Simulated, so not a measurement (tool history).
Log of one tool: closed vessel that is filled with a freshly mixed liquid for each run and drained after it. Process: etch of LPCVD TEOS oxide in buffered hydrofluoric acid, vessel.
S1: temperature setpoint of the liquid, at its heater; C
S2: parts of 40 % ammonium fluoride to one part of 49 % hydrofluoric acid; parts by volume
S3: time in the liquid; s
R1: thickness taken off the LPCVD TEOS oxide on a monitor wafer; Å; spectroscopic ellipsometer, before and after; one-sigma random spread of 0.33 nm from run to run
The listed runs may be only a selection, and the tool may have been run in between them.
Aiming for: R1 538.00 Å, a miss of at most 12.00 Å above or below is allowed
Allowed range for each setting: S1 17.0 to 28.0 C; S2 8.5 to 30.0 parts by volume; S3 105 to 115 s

run	hour	S1	S2	S3	R1
1	0.0	20.0	23.5	105	653.91
2	4.4	20.0	30.0	105	555.72
3	13.5	20.0	30.0	115	601.56
4	17.0	18.5	30.0	115	559.80
5	22.2	21.5	30.0	115	650.15
6	23.8	21.0	30.0	115	639.46
7	29.7	20.5	30.0	115	628.07
8	33.8	20.0	30.0	115	611.86
9	42.2	20.0	30.0	115	605.39

Of the 5 settings listed for the next run, only one would bring every result within its allowed miss of target. Which one?
A	50.6	20.5	29.0	115	?
B	50.6	20.5	28.5	115	?
C	50.6	20.5	30.0	105	?
D	50.6	18.0	28.0	110	?
E	50.6	19.5	28.0	105	?

move	R1
A	638.82
B	646.54
C	569.76
D	543.43
E	564.85
A: further off than the last run
B: further off than the last run
C: nearer than the last run, and not there yet
D: in spec on every target
E: nearer than the last run, and not there yet
Move D is the one to make.
